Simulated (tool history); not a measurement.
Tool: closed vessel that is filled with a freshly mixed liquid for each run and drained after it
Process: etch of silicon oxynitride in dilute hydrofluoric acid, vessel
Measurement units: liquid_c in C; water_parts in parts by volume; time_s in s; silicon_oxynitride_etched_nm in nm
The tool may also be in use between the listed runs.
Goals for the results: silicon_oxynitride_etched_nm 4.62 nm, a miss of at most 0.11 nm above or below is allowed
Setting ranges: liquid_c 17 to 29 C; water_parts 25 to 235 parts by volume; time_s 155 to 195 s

run  hour  liquid_c  water_parts  time_s  silicon_oxynitride_etched_nm
  1     0        21          130     195                        2.5991
  2   2.7      22.5          130     195                         2.764
  3   3.9      22.5          155     195                        2.2708
  4  11.4      23.5          150     195                        2.5046
  5  14.1      23.5          170     195                        2.1626
  6  19.6        24          160     195                         2.355
  7    26        28          110     195                        4.2863
  8    31      28.5          110     195                        4.3955
  9  38.4        29          110     195                        4.4673

Exactly one of the 4 candidate moves below puts every result within its allowed miss. Which one?
  A  45.8      28.5          110     195                             ?
  B  45.8        29           95     155                             ?
  C  45.8        29          105     190                             ?
  D  45.8        29          110     190                             ?

move  silicon_oxynitride_etched_nm
   A                        4.3731
   B                        4.1777
   C                        4.5878
   D                        4.3579
A: lands further from the targets than the last run did
B: lands further from the targets than the last run did
C: in spec on every target
D: lands further from the targets than the last run did
Answer: C
